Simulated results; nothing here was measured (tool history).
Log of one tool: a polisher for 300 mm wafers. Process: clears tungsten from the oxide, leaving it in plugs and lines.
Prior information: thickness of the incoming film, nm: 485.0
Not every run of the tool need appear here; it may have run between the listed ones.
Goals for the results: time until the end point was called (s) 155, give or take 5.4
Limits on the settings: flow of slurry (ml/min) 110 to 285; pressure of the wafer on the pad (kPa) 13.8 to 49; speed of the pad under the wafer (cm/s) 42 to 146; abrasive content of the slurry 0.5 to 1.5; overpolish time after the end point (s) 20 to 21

| run | hour | flow of slurry (ml/min) | pressure of the wafer on the pad (kPa) | speed of the pad under the wafer (cm/s) | abrasive content of the slurry | overpolish time after the end point (s) | time until the end point was called (s) |
|---|---|---|---|---|---|---|---|
| 1 | 0 | 180 | 31 | 94 | 1 | 20 | 91.827 |
| 2 | 4.1 | 180 | 31 | 94 | 1.1 | 20 | 90.084 |
| 3 | 12.6 | 180 | 29 | 94 | 1.1 | 20 | 94.263 |
| 4 | 18.6 | 180 | 26.9 | 94 | 1.1 | 20 | 101.95 |
| 5 | 22.5 | 180 | 26.9 | 94 | 1.1 | 21 | 100.24 |
| 6 | 26.2 | 180 | 26.9 | 76 | 1.1 | 21 | 119.46 |
| 7 | 33 | 180 | 26.9 | 76 | 1.1 | 21 | 117.29 |
| 8 | 40.3 | 180 | 25.5 | 76 | 1.1 | 21 | 127.31 |
| 9 | 43.6 | 180 | 24.8 | 76 | 1.1 | 21 | 127.78 |
| 10 | 45.8 | 180 | 24.1 | 76 | 1.1 | 21 | 134.67 |
| 11 | 48.3 | 180 | 23.4 | 76 | 1.1 | 21 | 133.81 |
|  | 49.7 | worn pad replaced by a new one |
| 12 | 49.7 | 180 | 22.8 | 76 | 1.1 | 21 | 125.62 |

Exercise: of the 5 proposed moves below, exactly one satisfies all targets within the stated allowed misses. Which move is it?
| A | 51.1 | 135 | 26.9 | 64 | 1.2 | 20 | ? |
| B | 51.1 | 205 | 24.1 | 80 | 1.2 | 21 | ? |
| C | 51.1 | 220 | 17.2 | 66 | 1.15 | 21 | ? |
| D | 51.1 | 165 | 19.3 | 82 | 1.1 | 20 | ? |
| E | 51.1 | 190 | 15.2 | 88 | 1.25 | 21 | ? |

| move | time until the end point was called (s) |
|---|---|
| A | 122.5 |
| B | 107.79 |
| C | 171.16 |
| D | 139.23 |
| E | 156 |
A: the biggest miss grows against the last run
B: the biggest miss grows against the last run
C: pushes the last run's worst result past its target
D: an improvement on the last run, though not all results are within tolerance
E: every result within its allowed miss
Correct choice: E, which meets every target
